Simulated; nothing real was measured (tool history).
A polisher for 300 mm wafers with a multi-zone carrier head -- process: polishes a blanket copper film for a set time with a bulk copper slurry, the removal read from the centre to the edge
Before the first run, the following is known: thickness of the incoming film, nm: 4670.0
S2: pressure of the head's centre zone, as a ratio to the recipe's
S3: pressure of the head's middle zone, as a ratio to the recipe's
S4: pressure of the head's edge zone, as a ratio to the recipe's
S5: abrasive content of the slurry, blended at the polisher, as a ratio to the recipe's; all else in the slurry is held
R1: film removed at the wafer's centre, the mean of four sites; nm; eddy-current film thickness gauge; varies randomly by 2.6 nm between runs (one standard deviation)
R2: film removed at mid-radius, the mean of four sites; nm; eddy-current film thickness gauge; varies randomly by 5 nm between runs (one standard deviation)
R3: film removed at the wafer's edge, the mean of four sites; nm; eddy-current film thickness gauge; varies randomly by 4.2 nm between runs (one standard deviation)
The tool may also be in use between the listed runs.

run 1 hour=0 | flow_of_slurry_(ml/min)=265 S2=1 S3=1 S4=1 S5=1 polishing_time_(s)=48 | R1=541.05 R2=528.65 R3=546.32
run 2 hour=8.3 | flow_of_slurry_(ml/min)=265 S2=1 S3=1 S4=1 S5=0.85 polishing_time_(s)=48 | R1=514.63 R2=508.36 R3=519.01
run 3 hour=12.5 | flow_of_slurry_(ml/min)=265 S2=1.08 S3=1 S4=1 S5=0.85 polishing_time_(s)=48 | R1=567.64 R2=510.9 R3=525.98
run 4 hour=17.3 | flow_of_slurry_(ml/min)=265 S2=1.08 S3=1 S4=1 S5=1 polishing_time_(s)=48 | R1=581.16 R2=518.34 R3=545.79
run 5 hour=22.2 | flow_of_slurry_(ml/min)=260 S2=1.02 S3=0.97 S4=0.96 S5=0.85 polishing_time_(s)=47 | R1=516.01 R2=479.57 R3=498.94
run 6 hour=30.3 | flow_of_slurry_(ml/min)=260 S2=1.02 S3=0.89 S4=0.96 S5=0.85 polishing_time_(s)=47 | R1=516.43 R2=439.84 R3=498.39

Run 7 is up next; what results do you expect?
run 7 hour=37.3 | flow_of_slurry_(ml/min)=255 S2=0.98 S3=0.9 S4=0.92 S5=0.75 polishing_time_(s)=47 | R1=? R2=? R3=?

{"run 7": {"R1": 484.9, "R2": 428.73, "R3": 477.09}}
